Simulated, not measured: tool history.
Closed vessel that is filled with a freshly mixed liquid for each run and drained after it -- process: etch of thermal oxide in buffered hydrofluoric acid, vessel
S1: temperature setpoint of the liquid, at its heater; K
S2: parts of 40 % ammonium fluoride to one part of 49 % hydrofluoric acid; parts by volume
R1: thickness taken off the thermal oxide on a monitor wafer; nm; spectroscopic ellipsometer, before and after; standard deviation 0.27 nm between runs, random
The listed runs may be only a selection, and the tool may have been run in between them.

run 1 day=0.000 | S1=295.15 S2=16.5 time_in_the_liquid_(s)=30 | R1=21.151
run 2 day=0.229 | S1=295.15 S2=21.0 time_in_the_liquid_(s)=30 | R1=16.623
run 3 day=0.304 | S1=297.15 S2=20.0 time_in_the_liquid_(s)=30 | R1=18.956
run 4 day=0.492 | S1=293.65 S2=20.0 time_in_the_liquid_(s)=30 | R1=15.858
run 5 day=0.688 | S1=293.65 S2=17.5 time_in_the_liquid_(s)=30 | R1=18.052
run 6 day=1.054 | S1=295.65 S2=17.5 time_in_the_liquid_(s)=30 | R1=20.222

Estimate the outcome of run 7 from the log above:
run 7 day=1.125 | S1=297.15 S2=17.5 time_in_the_liquid_(s)=30 | R1=?

Run 7 came out at R1 21.668 nm.
